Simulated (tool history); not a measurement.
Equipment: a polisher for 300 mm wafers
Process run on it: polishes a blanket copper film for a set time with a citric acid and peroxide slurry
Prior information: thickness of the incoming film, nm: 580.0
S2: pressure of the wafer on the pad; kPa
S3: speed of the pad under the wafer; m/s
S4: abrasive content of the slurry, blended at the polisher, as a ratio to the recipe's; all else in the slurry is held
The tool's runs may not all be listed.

Run 1, hour 0.0: flow of slurry (ml/min) 210, S2 24.8 kPa, S3 0.92 m/s, S4 1.00, polishing time (s) 95. Result: film removed (nm) 227.79.
Run 2, hour 4.7: flow of slurry (ml/min) 215, S2 26.2 kPa, S3 0.92 m/s, S4 1.00, polishing time (s) 95. Result: film removed (nm) 238.78.
Run 3, hour 5.3: flow of slurry (ml/min) 215, S2 29.0 kPa, S3 0.92 m/s, S4 1.00, polishing time (s) 95. Result: film removed (nm) 263.34.
Run 4, hour 7.7: flow of slurry (ml/min) 215, S2 29.0 kPa, S3 0.92 m/s, S4 1.00, polishing time (s) 99. Result: film removed (nm) 274.02.
Run 5, hour 12.0: flow of slurry (ml/min) 215, S2 29.0 kPa, S3 0.92 m/s, S4 1.15, polishing time (s) 99. Result: film removed (nm) 286.72.
At hour 19.3: worn pad replaced by a new one.
Run 6, hour 19.3: flow of slurry (ml/min) 215, S2 29.0 kPa, S3 0.92 m/s, S4 1.30, polishing time (s) 99. Result: film removed (nm) 327.79.
Run 7, hour 25.8: flow of slurry (ml/min) 220, S2 29.0 kPa, S3 0.92 m/s, S4 1.30, polishing time (s) 99. Result: film removed (nm) 326.25.
Run 8, hour 31.3: flow of slurry (ml/min) 225, S2 29.0 kPa, S3 0.92 m/s, S4 1.30, polishing time (s) 99. Result: film removed (nm) 327.89.
Run 9, hour 34.3: flow of slurry (ml/min) 230, S2 29.0 kPa, S3 0.92 m/s, S4 1.30, polishing time (s) 99. Result: film removed (nm) 328.03.

For run 10, what comes out?
Run 10, hour 42.6: flow of slurry (ml/min) 235, S2 29.0 kPa, S3 0.92 m/s, S4 1.30, polishing time (s) 99. Result: film removed (nm) ?.

{"run 10": {"film removed (nm)": 330.11}}
